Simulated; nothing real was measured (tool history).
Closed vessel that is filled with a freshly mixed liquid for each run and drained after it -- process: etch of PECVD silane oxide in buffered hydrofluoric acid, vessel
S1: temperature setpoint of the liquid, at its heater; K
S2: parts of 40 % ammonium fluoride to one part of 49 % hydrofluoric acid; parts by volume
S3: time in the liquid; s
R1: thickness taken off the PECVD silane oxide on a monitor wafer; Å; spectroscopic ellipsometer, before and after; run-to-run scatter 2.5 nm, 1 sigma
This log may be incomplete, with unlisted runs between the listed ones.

run	hour	S1	S2	S3	R1
1	0.0	297.15	12.5	30	1152.6
2	8.5	297.15	9.5	30	1500.3
3	15.6	297.15	9.5	30	1476.6
4	16.4	298.15	9.0	30	1609.5
5	24.0	299.65	9.0	30	1789.0
6	32.2	300.15	8.5	30	1916.3
7	35.1	300.65	8.5	30	2006.7

Expected results for the next run?
8	42.8	301.15	8.5	30	?

R1: 2026.9 Å
